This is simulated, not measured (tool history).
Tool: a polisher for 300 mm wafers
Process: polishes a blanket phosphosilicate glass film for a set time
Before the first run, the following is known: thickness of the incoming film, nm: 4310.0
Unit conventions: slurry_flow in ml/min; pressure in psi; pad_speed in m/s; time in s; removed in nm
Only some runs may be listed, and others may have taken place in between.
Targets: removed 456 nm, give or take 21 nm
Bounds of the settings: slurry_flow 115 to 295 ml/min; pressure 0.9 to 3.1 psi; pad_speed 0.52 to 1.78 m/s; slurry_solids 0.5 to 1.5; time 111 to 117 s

{"run": 1, "hour": 0.0, "slurry_flow": 190, "pressure": 2, "pad_speed": 1.14, "slurry_solids": 1, "time": 111, "removed": 693.15}
{"run": 2, "hour": 5.8, "slurry_flow": 190, "pressure": 1.9, "pad_speed": 1.14, "slurry_solids": 1, "time": 111, "removed": 678.59}
{"run": 3, "hour": 9.5, "slurry_flow": 190, "pressure": 1.8, "pad_speed": 1.14, "slurry_solids": 1, "time": 111, "removed": 646.62}
{"run": 4, "hour": 12.2, "slurry_flow": 190, "pressure": 1.8, "pad_speed": 1.14, "slurry_solids": 1, "time": 117, "removed": 670.66}
{"run": 5, "hour": 19.7, "slurry_flow": 205, "pressure": 1.8, "pad_speed": 1.14, "slurry_solids": 1, "time": 117, "removed": 671.22}
{"run": 6, "hour": 24.5, "slurry_flow": 205, "pressure": 1.6, "pad_speed": 1.14, "slurry_solids": 1, "time": 117, "removed": 615.72}
{"run": 7, "hour": 27.3, "slurry_flow": 205, "pressure": 1.5, "pad_speed": 1.14, "slurry_solids": 1, "time": 117, "removed": 590.09}
{"run": 8, "hour": 35.4, "slurry_flow": 205, "pressure": 1.4, "pad_speed": 1.14, "slurry_solids": 1, "time": 117, "removed": 581.58}
{"run": 9, "hour": 40.8, "slurry_flow": 205, "pressure": 0.9, "pad_speed": 1.06, "slurry_solids": 1, "time": 117, "removed": 405.72}
{"run": 10, "hour": 48.3, "slurry_flow": 205, "pressure": 1, "pad_speed": 1.06, "slurry_solids": 1, "time": 117, "removed": 428.8}

Which one of the following 5 next-run settings gets every result inside its allowed miss? There is exactly one.
{"run": "A", "hour": 55.8, "slurry_flow": 185, "pressure": 1.1, "pad_speed": 1.24, "slurry_solids": 1, "time": 117, "removed": "?"}
{"run": "B", "hour": 55.8, "slurry_flow": 255, "pressure": 1.2, "pad_speed": 1.04, "slurry_solids": 0.8, "time": 111, "removed": "?"}
{"run": "C", "hour": 55.8, "slurry_flow": 205, "pressure": 0.9, "pad_speed": 1.46, "slurry_solids": 0.9, "time": 111, "removed": "?"}
{"run": "D", "hour": 55.8, "slurry_flow": 220, "pressure": 1.2, "pad_speed": 1.16, "slurry_solids": 1, "time": 117, "removed": "?"}
{"run": "E", "hour": 55.8, "slurry_flow": 230, "pressure": 1.1, "pad_speed": 1.2, "slurry_solids": 1, "time": 117, "removed": "?"}

move=A removed=510
move=B removed=417.92
move=C removed=458.63
move=D removed=527.16
move=E removed=511.99
A: moves the result that the last run missed by most past its target, out the other side
B: lands further from the targets than the last run did
C: each result inside its tolerance
D: moves the result that the last run missed by most past its target, out the other side
E: moves the result that the last run missed by most past its target, out the other side
The move that meets every target is C.
